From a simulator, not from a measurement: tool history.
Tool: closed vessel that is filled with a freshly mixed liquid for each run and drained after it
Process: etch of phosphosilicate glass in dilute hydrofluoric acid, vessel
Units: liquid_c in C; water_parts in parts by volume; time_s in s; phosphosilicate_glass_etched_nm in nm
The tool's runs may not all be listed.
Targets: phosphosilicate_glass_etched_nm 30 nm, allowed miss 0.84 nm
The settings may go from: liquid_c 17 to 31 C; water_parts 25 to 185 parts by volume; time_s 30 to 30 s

run,hour,liquid_c,water_parts,time_s,phosphosilicate_glass_etched_nm
1,0,23,105,30,33.986
2,3,22,105,30,32.854
3,8.6,24,105,30,35.31
4,14.6,22.5,105,30,33.418
5,21.8,24,105,30,35.612
6,27.3,24,70,30,55.03
7,28.2,24,70,30,55.308
8,32.6,22,80,30,44.223
9,40.6,20.5,85,30,39.026
10,49.5,19.5,90,30,35.381
11,50.9,19.5,90,30,34.899
12,53.2,19,90,30,34.491
13,59,18.5,90,30,33.403

5 next moves are on the table. One of them brings every result within its allowed miss. Which?
A,64.8,17,100,30,?
B,64.8,21.5,90,30,?
C,64.8,19,95,30,?
D,64.8,17,95,30,?
E,64.8,19,85,30,?

move,phosphosilicate_glass_etched_nm
A,28.158
B,38.128
C,32.403
D,29.795
E,36.618
A: takes the result that was furthest off past its target
B: further off than the last run
C: nearer than the last run, and not there yet
D: meets every target
E: further off than the last run
The right move is D.

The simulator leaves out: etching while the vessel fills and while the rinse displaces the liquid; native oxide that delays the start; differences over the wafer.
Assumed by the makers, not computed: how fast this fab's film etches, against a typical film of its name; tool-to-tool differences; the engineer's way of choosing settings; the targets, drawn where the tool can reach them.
